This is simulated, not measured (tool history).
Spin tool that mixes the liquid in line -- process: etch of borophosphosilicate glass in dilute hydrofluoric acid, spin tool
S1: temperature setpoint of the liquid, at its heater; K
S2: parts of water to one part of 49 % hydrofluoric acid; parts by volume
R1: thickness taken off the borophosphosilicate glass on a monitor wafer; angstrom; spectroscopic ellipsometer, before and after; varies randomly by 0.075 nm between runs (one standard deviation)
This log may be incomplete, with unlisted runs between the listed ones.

{"run": 1, "hour": 0.0, "S1": 295.15, "S2": 110, "time under the liquid (s)": 15, "R1": 56.56}
{"run": 2, "hour": 3.3, "S1": 297.65, "S2": 85, "time under the liquid (s)": 15, "R1": 83.236}
{"run": 3, "hour": 8.2, "S1": 299.15, "S2": 70, "time under the liquid (s)": 15, "R1": 109.8}
{"run": 4, "hour": 10.7, "S1": 299.15, "S2": 105, "time under the liquid (s)": 15, "R1": 69.301}
{"run": 5, "hour": 13.7, "S1": 296.15, "S2": 105, "time under the liquid (s)": 15, "R1": 62.067}
{"run": 6, "hour": 17.6, "S1": 296.15, "S2": 75, "time under the liquid (s)": 15, "R1": 90.167}
{"hour": 20.4, "done": "hydrofluoric acid flow meter replaced"}
{"run": 7, "hour": 20.4, "S1": 298.15, "S2": 65, "time under the liquid (s)": 15, "R1": 125.6}
{"run": 8, "hour": 23.9, "S1": 302.15, "S2": 65, "time under the liquid (s)": 15, "R1": 146.41}

Forecast run 9:
{"run": 9, "hour": 24.7, "S1": 302.65, "S2": 60, "time under the liquid (s)": 15, "R1": "?"}

R1: 163.620 angstrom
